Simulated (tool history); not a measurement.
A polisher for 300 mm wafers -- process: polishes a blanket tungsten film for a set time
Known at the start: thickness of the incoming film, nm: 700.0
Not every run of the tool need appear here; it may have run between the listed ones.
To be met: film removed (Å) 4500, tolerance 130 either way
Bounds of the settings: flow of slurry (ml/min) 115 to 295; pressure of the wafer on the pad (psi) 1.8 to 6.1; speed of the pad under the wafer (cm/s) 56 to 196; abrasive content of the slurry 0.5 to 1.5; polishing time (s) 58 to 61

run  hour  flow of slurry (ml/min)  pressure of the wafer on the pad (psi)  speed of the pad under the wafer (cm/s)  abrasive content of the slurry  polishing time (s)  film removed (Å)
  1     0                      190                                     3.9                                      126                               1                  58            3703.5
  2   0.9                      190                                     3.9                                      126                            0.85                  58            3593.5
  3   5.3                      195                                     4.1                                      126                            0.85                  58            3750.1
  4  10.8                      195                                     4.1                                      126                            0.85                  58            3722.5
  5  18.2                      195                                     4.1                                      126                            0.85                  58            3773.3
  6  20.2                      200                                     4.3                                      126                            0.85                  58            3907.4
  7  22.1                      200                                     4.5                                      126                            0.85                  58            4174.3
  8  29.3                      200                                     4.6                                      126                            0.85                  58            4184.6
  9  35.2                      200                                     4.7                                      126                            0.85                  58            4320.6

Below are 5 possible settings for the next run. Only one of them brings all results inside the allowed miss of their targets. Which is it?
  A  41.1                      140                                     4.9                                      112                             0.8                  60                 ?
  B  41.1                      155                                     5.4                                      136                             0.6                  58                 ?
  C  41.1                      200                                     4.6                                      142                            1.05                  58                 ?
  D  41.1                      145                                     5.2                                      128                            0.95                  60                 ?
  E  41.1                      170                                     5.1                                      126                             0.8                  58                 ?

move  film removed (Å)
   A              3884
   B            4827.3
   C            4866.1
   D            4836.3
   E              4490
A: moves away from the targets compared with the last run
B: moves the result that the last run missed by most past its target, out the other side
C: moves the result that the last run missed by most past its target, out the other side
D: moves the result that the last run missed by most past its target, out the other side
E: hits every target within its allowed miss
The move that meets every target is E.
